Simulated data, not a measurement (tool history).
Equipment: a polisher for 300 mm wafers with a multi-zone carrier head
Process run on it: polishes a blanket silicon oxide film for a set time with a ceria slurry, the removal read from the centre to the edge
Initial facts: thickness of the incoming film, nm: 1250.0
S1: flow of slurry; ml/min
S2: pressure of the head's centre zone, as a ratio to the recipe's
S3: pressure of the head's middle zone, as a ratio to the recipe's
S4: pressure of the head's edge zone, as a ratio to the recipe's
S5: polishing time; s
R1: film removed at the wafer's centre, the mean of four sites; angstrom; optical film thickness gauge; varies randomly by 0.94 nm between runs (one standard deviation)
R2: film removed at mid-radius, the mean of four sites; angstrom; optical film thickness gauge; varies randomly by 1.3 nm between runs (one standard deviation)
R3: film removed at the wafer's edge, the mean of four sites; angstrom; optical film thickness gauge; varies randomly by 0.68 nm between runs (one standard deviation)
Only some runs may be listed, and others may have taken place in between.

{"run": 1, "hour": 0.0, "S1": 265, "S2": 1.0, "S3": 1.0, "S4": 1.0, "S5": 32, "R1": 1069.1, "R2": 1100.5, "R3": 1066.4}
{"run": 2, "hour": 7.9, "S1": 265, "S2": 0.99, "S3": 1.01, "S4": 0.98, "S5": 32, "R1": 1072.2, "R2": 1109.2, "R3": 1046.5}
{"run": 3, "hour": 12.8, "S1": 265, "S2": 0.99, "S3": 1.06, "S4": 0.98, "S5": 32, "R1": 1066.0, "R2": 1120.0, "R3": 1056.0}
{"run": 4, "hour": 14.4, "S1": 265, "S2": 0.99, "S3": 1.13, "S4": 0.98, "S5": 32, "R1": 1049.8, "R2": 1190.9, "R3": 1040.5}
{"run": 5, "hour": 16.2, "S1": 260, "S2": 0.98, "S3": 1.13, "S4": 0.97, "S5": 32, "R1": 1074.2, "R2": 1198.2, "R3": 1040.5}
{"run": 6, "hour": 25.1, "S1": 260, "S2": 0.98, "S3": 1.13, "S4": 0.97, "S5": 29, "R1": 981.28, "R2": 1072.5, "R3": 939.39}
{"run": 7, "hour": 33.9, "S1": 260, "S2": 0.96, "S3": 1.13, "S4": 0.97, "S5": 29, "R1": 947.01, "R2": 1092.9, "R3": 940.43}

Predict the results of run 8:
{"run": 8, "hour": 39.1, "S1": 260, "S2": 0.95, "S3": 1.13, "S4": 0.97, "S5": 29, "R1": "?", "R2": "?", "R3": "?"}

R1: 949.46 angstrom
R2: 1083.0 angstrom
R3: 937.84 angstrom
